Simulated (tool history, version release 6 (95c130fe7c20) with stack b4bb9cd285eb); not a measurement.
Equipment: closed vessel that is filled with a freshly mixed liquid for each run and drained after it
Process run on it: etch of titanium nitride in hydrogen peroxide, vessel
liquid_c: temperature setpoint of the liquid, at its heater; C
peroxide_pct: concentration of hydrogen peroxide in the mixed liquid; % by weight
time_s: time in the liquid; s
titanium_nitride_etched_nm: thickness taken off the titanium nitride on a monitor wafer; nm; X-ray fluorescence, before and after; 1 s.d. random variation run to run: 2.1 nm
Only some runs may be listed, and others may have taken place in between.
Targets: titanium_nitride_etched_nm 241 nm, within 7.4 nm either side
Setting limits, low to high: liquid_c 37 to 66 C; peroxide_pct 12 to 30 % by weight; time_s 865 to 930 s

run,hour,liquid_c,peroxide_pct,time_s,titanium_nitride_etched_nm
1,0,53,22,865,107.16
2,4.1,53,24.5,865,108.64
3,5.6,54.5,24.5,865,119.62
4,11.9,55.5,24.5,865,128.55
5,16.7,56.5,24.5,865,139.22
6,22.6,57.5,24.5,865,147.48
7,26.7,58.5,24.5,865,159.18
8,34.4,59,24.5,865,163.34
9,36.3,65.5,25,865,257.84

Next run, 4 choices. One meets every target within its allowed miss, the rest don't. Which?
A,38.2,66,28.5,925,?
B,38.2,63.5,24,870,?
C,38.2,64.5,27,865,?
D,38.2,63,25.5,900,?

move,titanium_nitride_etched_nm
A,290.56
B,223.11
C,243.23
D,226.21
A: further off than the last run
B: pushes the last run's worst result past its target
C: in spec on every target
D: pushes the last run's worst result past its target
The right move is C.
